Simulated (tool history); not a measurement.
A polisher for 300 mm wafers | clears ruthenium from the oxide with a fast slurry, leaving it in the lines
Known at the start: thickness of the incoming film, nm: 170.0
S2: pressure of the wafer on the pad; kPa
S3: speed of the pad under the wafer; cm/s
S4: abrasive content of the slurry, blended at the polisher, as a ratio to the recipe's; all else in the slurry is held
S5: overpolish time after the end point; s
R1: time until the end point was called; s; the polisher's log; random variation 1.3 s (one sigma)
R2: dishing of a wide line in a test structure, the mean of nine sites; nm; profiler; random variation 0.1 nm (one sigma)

Run 1, day 0.000: flow of slurry (ml/min) 225, S2 20.0 kPa, S3 96 cm/s, S4 1.00, S5 9 s. Result: R1 37.294 s, R2 34.7650 nm.
Run 2, day 0.038: flow of slurry (ml/min) 220, S2 17.9 kPa, S3 82 cm/s, S4 0.95, S5 7 s. Result: R1 47.693 s, R2 22.6780 nm.
Run 3, day 0.088: flow of slurry (ml/min) 220, S2 14.5 kPa, S3 82 cm/s, S4 0.95, S5 7 s. Result: R1 58.039 s, R2 18.3810 nm.
Run 4, day 0.292: flow of slurry (ml/min) 200, S2 14.5 kPa, S3 82 cm/s, S4 0.95, S5 7 s. Result: R1 58.347 s, R2 18.2190 nm.
Run 5, day 0.471: flow of slurry (ml/min) 180, S2 13.1 kPa, S3 76 cm/s, S4 0.95, S5 6 s. Result: R1 70.917 s, R2 13.6030 nm.
Run 6, day 0.504: flow of slurry (ml/min) 180, S2 13.1 kPa, S3 76 cm/s, S4 0.85, S5 6 s. Result: R1 73.253 s, R2 13.0220 nm.
Run 7, day 0.525: flow of slurry (ml/min) 175, S2 12.4 kPa, S3 74 cm/s, S4 0.75, S5 5 s. Result: R1 81.558 s, R2 9.8916 nm.

Forecast run 8:
Run 8, day 0.642: flow of slurry (ml/min) 190, S2 11.0 kPa, S3 68 cm/s, S4 0.65, S5 3 s. Result: R1 ?, R2 ?.

Run 8 gave R1 98.737 s, R2 4.6526 nm.
